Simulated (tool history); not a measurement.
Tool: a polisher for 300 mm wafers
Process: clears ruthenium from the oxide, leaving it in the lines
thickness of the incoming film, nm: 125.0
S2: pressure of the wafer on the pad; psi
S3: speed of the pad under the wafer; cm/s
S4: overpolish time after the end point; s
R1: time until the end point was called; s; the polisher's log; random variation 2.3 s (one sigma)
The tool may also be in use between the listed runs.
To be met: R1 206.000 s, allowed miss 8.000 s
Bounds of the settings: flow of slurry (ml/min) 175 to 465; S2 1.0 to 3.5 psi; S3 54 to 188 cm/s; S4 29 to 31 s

{"run": 1, "hour": 0.0, "flow of slurry (ml/min)": 295, "S2": 2.2, "S3": 120, "S4": 29, "R1": 73.069}
{"run": 2, "hour": 0.8, "flow of slurry (ml/min)": 290, "S2": 1.8, "S3": 102, "S4": 29, "R1": 106.16}
{"run": 3, "hour": 5.6, "flow of slurry (ml/min)": 290, "S2": 1.3, "S3": 102, "S4": 29, "R1": 144.03}
{"run": 4, "hour": 9.8, "flow of slurry (ml/min)": 290, "S2": 1.3, "S3": 132, "S4": 29, "R1": 110.37}
{"run": 5, "hour": 16.6, "flow of slurry (ml/min)": 285, "S2": 1.2, "S3": 114, "S4": 29, "R1": 135.84}
{"run": 6, "hour": 21.0, "flow of slurry (ml/min)": 250, "S2": 1.2, "S3": 114, "S4": 29, "R1": 136.64}
{"run": 7, "hour": 22.1, "flow of slurry (ml/min)": 250, "S2": 1.1, "S3": 102, "S4": 29, "R1": 169.45}
{"run": 8, "hour": 24.0, "flow of slurry (ml/min)": 240, "S2": 1.1, "S3": 98, "S4": 29, "R1": 173.84}
{"run": 9, "hour": 24.9, "flow of slurry (ml/min)": 235, "S2": 1.1, "S3": 94, "S4": 29, "R1": 186.72}
{"run": 10, "hour": 31.9, "flow of slurry (ml/min)": 225, "S2": 1.1, "S3": 94, "S4": 29, "R1": 188.1}
{"run": 11, "hour": 32.7, "flow of slurry (ml/min)": 215, "S2": 1.1, "S3": 94, "S4": 29, "R1": 185.21}
{"run": 12, "hour": 38.2, "flow of slurry (ml/min)": 210, "S2": 1.1, "S3": 92, "S4": 29, "R1": 190.14}
{"run": 13, "hour": 40.6, "flow of slurry (ml/min)": 205, "S2": 1.1, "S3": 92, "S4": 29, "R1": 191.65}
{"run": 14, "hour": 47.0, "flow of slurry (ml/min)": 200, "S2": 1.1, "S3": 92, "S4": 29, "R1": 194.88}
{"run": 15, "hour": 50.7, "flow of slurry (ml/min)": 195, "S2": 1.1, "S3": 92, "S4": 29, "R1": 192.55}
{"run": 16, "hour": 55.6, "flow of slurry (ml/min)": 195, "S2": 1.0, "S3": 88, "S4": 29, "R1": 219.49}

5 next moves are on the table. One of them brings every result within its allowed miss. Which?
{"run": "A", "hour": 60.5, "flow of slurry (ml/min)": 180, "S2": 1.1, "S3": 96, "S4": 29, "R1": "?"}
{"run": "B", "hour": 60.5, "flow of slurry (ml/min)": 175, "S2": 1.5, "S3": 64, "S4": 29, "R1": "?"}
{"run": "C", "hour": 60.5, "flow of slurry (ml/min)": 230, "S2": 1.1, "S3": 90, "S4": 29, "R1": "?"}
{"run": "D", "hour": 60.5, "flow of slurry (ml/min)": 180, "S2": 1.1, "S3": 100, "S4": 31, "R1": "?"}
{"run": "E", "hour": 60.5, "flow of slurry (ml/min)": 175, "S2": 1.2, "S3": 90, "S4": 29, "R1": "?"}

move=A R1=188.380
move=B R1=207.360
move=C R1=194.970
move=D R1=181.110
move=E R1=185.280
A: takes the result that was furthest off past its target
B: meets every target
C: takes the result that was furthest off past its target
D: takes the result that was furthest off past its target
E: takes the result that was furthest off past its target
Move B is the one to make.

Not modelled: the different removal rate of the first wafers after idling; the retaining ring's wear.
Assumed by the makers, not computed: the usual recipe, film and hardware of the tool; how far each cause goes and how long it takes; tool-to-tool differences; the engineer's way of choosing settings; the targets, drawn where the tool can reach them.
